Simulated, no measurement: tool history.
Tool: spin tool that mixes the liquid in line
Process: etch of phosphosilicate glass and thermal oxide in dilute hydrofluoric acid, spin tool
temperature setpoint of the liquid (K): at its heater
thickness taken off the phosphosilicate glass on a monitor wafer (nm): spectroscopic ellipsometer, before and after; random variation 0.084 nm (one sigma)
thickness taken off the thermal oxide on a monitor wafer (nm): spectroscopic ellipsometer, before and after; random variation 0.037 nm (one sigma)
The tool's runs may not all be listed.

run	hour	temperature setpoint of the liquid (K)	parts of water to one part of 49 % hydrofluoric acid (parts by volume)	time under the liquid (s)	thickness taken off the phosphosilicate glass on a monitor wafer (nm)	thickness taken off the thermal oxide on a monitor wafer (nm)
1	0.0	295.15	185	30	11.1250	0.55553
2	7.7	295.15	215	30	9.1939	0.48231
3	10.6	293.65	215	30	8.7985	0.43409
4	19.1	293.65	160	30	12.6210	0.61261
5	24.9	294.15	160	30	12.8530	0.61219
6	28.9	294.15	195	30	9.9947	0.47765
# hour 31.2: hydrofluoric acid flow meter replaced
7	31.2	294.15	195	30	11.1820	0.56084

Run 8, settings as shown, results not yet in. Your forecast:
8	33.5	294.15	190	30	?	?

{"run 8": {"thickness taken off the phosphosilicate glass on a monitor wafer (nm)": 11.443, "thickness taken off the thermal oxide on a monitor wafer (nm)": 0.55655}}
